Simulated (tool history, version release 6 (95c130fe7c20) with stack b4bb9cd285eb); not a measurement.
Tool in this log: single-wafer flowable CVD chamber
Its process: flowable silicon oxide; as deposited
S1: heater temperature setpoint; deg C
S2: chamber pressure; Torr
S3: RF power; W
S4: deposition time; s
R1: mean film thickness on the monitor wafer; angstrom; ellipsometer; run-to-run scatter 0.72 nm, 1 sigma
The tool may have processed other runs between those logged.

{"run": 1, "day": 0.0, "S1": 105, "S2": 0.966, "S3": 2260, "S4": 446, "R1": 2866.2}
{"run": 2, "day": 0.229, "S1": 107, "S2": 0.965, "S3": 2260, "S4": 446, "R1": 2640.8}
{"run": 3, "day": 0.454, "S1": 107, "S2": 0.965, "S3": 2535, "S4": 446, "R1": 2682.6}
{"run": 4, "day": 0.75, "S1": 109, "S2": 0.965, "S3": 2535, "S4": 446, "R1": 2489.9}
{"run": 5, "day": 0.829, "S1": 109, "S2": 0.965, "S3": 2700, "S4": 446, "R1": 2496.6}
{"run": 6, "day": 0.958, "S1": 111, "S2": 0.965, "S3": 2700, "S4": 446, "R1": 2327.1}
{"run": 7, "day": 1.129, "S1": 112, "S2": 0.965, "S3": 2700, "S4": 446, "R1": 2252.3}
{"run": 8, "day": 1.167, "S1": 120, "S2": 0.963, "S3": 2700, "S4": 446, "R1": 1710.5}

The next listed run, before its measurement:
{"run": 9, "day": 1.512, "S1": 119, "S2": 0.963, "S3": 2700, "S4": 446, "R1": "?"}

Run 9 gave R1 1762.5 angstrom.

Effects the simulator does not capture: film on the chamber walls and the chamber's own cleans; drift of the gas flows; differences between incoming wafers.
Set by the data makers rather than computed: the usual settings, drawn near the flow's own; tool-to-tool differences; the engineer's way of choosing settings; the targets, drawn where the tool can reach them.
